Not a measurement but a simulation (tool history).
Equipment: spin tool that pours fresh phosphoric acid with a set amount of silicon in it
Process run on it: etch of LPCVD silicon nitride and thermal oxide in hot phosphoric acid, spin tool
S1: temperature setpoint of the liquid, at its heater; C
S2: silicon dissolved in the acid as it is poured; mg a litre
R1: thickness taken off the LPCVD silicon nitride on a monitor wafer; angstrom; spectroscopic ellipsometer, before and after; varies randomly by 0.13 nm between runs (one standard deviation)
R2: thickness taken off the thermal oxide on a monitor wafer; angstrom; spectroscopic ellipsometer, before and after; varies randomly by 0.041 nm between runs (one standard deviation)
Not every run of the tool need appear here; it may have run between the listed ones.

{"run": 1, "hour": 0.0, "S1": 163, "S2": 11.5, "time under the liquid (s)": 180, "R1": 219.29, "R2": 4.8335}
{"run": 2, "hour": 6.5, "S1": 164, "S2": 11.5, "time under the liquid (s)": 200, "R1": 252.44, "R2": 6.7534}
{"run": 3, "hour": 7.8, "S1": 162.5, "S2": 11.5, "time under the liquid (s)": 200, "R1": 239.09, "R2": 5.4467}
{"run": 4, "hour": 10.7, "S1": 163.5, "S2": 14.5, "time under the liquid (s)": 215, "R1": 267.71, "R2": 5.5925}
{"run": 5, "hour": 11.5, "S1": 164.5, "S2": 15, "time under the liquid (s)": 225, "R1": 287.22, "R2": 6.7552}
{"run": 6, "hour": 12.4, "S1": 165, "S2": 15.5, "time under the liquid (s)": 235, "R1": 305.33, "R2": 6.9966}

Run 7 is up next; what results do you expect?
{"run": 7, "hour": 17.3, "S1": 165.5, "S2": 15.5, "time under the liquid (s)": 240, "R1": "?", "R2": "?"}

Run 7 yielded R1 318.22 angstrom, R2 7.4686 angstrom.

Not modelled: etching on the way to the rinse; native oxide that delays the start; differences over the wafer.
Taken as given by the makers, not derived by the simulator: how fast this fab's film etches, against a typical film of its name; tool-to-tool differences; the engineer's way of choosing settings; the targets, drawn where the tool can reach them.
